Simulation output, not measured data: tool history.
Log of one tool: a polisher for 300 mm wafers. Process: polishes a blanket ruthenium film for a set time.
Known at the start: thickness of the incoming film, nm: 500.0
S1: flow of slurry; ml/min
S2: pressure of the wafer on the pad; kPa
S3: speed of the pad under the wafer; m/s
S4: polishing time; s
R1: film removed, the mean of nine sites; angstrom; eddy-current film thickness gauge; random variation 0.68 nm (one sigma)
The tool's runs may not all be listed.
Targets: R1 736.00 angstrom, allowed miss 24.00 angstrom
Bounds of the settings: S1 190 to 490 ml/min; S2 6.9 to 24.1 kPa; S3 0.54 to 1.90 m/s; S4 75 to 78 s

run 1 hour=0.0 | S1=315 S2=15.2 S3=1.22 S4=75 | R1=962.20
run 2 hour=7.3 | S1=315 S2=18.6 S3=1.22 S4=75 | R1=1171.70
run 3 hour=16.3 | S1=315 S2=18.6 S3=1.22 S4=78 | R1=1216.90
run 4 hour=22.0 | S1=315 S2=17.2 S3=1.22 S4=78 | R1=1110.80
run 5 hour=26.4 | S1=315 S2=16.5 S3=1.22 S4=78 | R1=1081.80
run 6 hour=34.3 | S1=315 S2=15.9 S3=1.22 S4=78 | R1=1036.70
run 7 hour=42.5 | S1=315 S2=15.2 S3=1.22 S4=78 | R1=999.65
run 8 hour=50.4 | S1=315 S2=14.5 S3=1.22 S4=78 | R1=948.50
run 9 hour=55.3 | S1=315 S2=13.8 S3=1.22 S4=78 | R1=900.27
run 10 hour=57.4 | S1=315 S2=13.1 S3=1.22 S4=78 | R1=862.49
run 11 hour=63.6 | S1=315 S2=11.7 S3=1.22 S4=78 | R1=779.28
run 12 hour=67.2 | S1=315 S2=11.7 S3=1.22 S4=78 | R1=775.70

4 next moves are on the table. One of them brings every result within its allowed miss. Which?
run A hour=70.8 | S1=295 S2=11.7 S3=1.26 S4=78 | R1=?
run B hour=70.8 | S1=320 S2=11.7 S3=1.12 S4=76 | R1=?
run C hour=70.8 | S1=350 S2=11.0 S3=1.18 S4=75 | R1=?
run D hour=70.8 | S1=380 S2=11.0 S3=1.24 S4=77 | R1=?

move=A R1=783.37
move=B R1=686.31
move=C R1=677.37
move=D R1=734.48
A: further off than the last run
B: takes the result that was furthest off past its target
C: takes the result that was furthest off past its target
D: meets every target
The right move is D.
